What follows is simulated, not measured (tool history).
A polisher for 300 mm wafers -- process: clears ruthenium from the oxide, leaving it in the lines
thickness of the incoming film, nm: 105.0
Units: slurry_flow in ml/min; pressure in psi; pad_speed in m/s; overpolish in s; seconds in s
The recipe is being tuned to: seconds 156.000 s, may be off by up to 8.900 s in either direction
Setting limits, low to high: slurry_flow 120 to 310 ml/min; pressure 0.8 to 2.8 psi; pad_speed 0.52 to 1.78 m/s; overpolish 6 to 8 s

| run | day | slurry_flow | pressure | pad_speed | overpolish | seconds |
|---|---|---|---|---|---|---|
| 1 | 0.000 | 200 | 1.8 | 1.14 | 8 | 66.132 |
| 2 | 0.367 | 200 | 1.6 | 1.06 | 8 | 82.607 |
| 3 | 0.433 | 200 | 1.6 | 1.06 | 6 | 79.245 |
| 4 | 0.479 | 200 | 1.4 | 1.00 | 6 | 97.416 |
| 5 | 0.708 | 200 | 1.8 | 1.00 | 6 | 75.324 |
| 6 | 1.079 | 200 | 2.1 | 1.00 | 6 | 67.170 |
| 7 | 1.192 | 200 | 1.8 | 0.94 | 6 | 78.842 |
| 8 | 1.550 | 190 | 1.3 | 0.62 | 6 | 160.600 |

4 candidate next runs follow, results not yet known. Just one meets every target within its allowed miss. Identify it.
| A | 1.908 | 190 | 1.3 | 0.58 | 6 | ? |
| B | 1.908 | 180 | 1.3 | 0.68 | 6 | ? |
| C | 1.908 | 185 | 1.2 | 0.64 | 8 | ? |
| D | 1.908 | 145 | 1.3 | 0.60 | 6 | ? |

| move | seconds |
|---|---|
| A | 172.500 |
| B | 149.530 |
| C | 170.320 |
| D | 174.350 |
A: misses by more than the last run did
B: meets every target
C: misses by more than the last run did
D: misses by more than the last run did
Correct choice: B, which meets every target
